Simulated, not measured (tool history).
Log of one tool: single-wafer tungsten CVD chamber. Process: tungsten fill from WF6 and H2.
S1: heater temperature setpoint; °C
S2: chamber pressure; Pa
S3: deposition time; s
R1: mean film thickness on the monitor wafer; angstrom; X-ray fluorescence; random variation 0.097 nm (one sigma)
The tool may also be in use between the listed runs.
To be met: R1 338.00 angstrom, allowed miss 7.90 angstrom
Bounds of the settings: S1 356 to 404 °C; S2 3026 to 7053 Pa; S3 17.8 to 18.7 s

run	hour	S1	S2	S3	R1
1	0.0	380	5040	18.7	406.47
2	3.8	388	5040	18.7	469.35
3	12.1	385	5026	18.7	443.55
4	19.5	385	4720	18.7	431.37
5	20.9	381	4720	18.7	401.64
6	25.8	381	4720	17.8	382.60
7	28.6	380	4720	17.8	373.76
8	32.2	379	4720	17.8	367.78
9	37.8	378	4720	17.8	360.28
10	45.0	377	4720	17.8	353.13
11	47.7	376	4706	17.8	350.11

5 next moves are on the table. One of them brings every result within its allowed miss. Which?
A	50.4	379	4413	17.8	?
B	50.4	375	4706	17.8	?
C	50.4	376	5120	17.8	?
D	50.4	375	4506	18.7	?
E	50.4	378	4213	18.7	?

move	R1
A	354.09
B	341.36
C	364.72
D	349.82
E	355.50
A: further off than the last run
B: meets every target
C: further off than the last run
D: as far off as the last run
E: further off than the last run
Move B is the one to make.
